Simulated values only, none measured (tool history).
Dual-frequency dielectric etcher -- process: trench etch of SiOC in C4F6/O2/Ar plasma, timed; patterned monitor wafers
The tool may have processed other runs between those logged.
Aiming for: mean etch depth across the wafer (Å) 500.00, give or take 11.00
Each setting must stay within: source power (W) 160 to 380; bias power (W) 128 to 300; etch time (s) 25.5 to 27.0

run,hour,source power (W),bias power (W),etch time (s),mean etch depth across the wafer (Å)
1,0.0,270,214,25.5,442.28
2,8.1,280,217,25.5,447.38
3,9.6,280,217,25.5,446.63
4,16.5,280,217,25.5,445.68
5,18.9,280,240,25.5,469.26
6,20.8,290,241,25.5,471.43
7,26.3,300,243,25.5,478.25
8,33.7,310,244,25.5,482.42

Next run, 5 choices. One meets every target within its allowed miss, the rest don't. Which?
A,41.1,350,254,26.5,?
B,41.1,280,278,26.0,?
C,41.1,380,216,26.5,?
D,41.1,310,250,27.0,?
E,41.1,320,277,26.0,?

move,mean etch depth across the wafer (Å)
A,534.88
B,503.86
C,517.96
D,519.81
E,526.12
A: pushes the last run's worst result past its target
B: hits every target within its allowed miss
C: pushes the last run's worst result past its target
D: pushes the last run's worst result past its target
E: pushes the last run's worst result past its target
The move that meets every target is B.
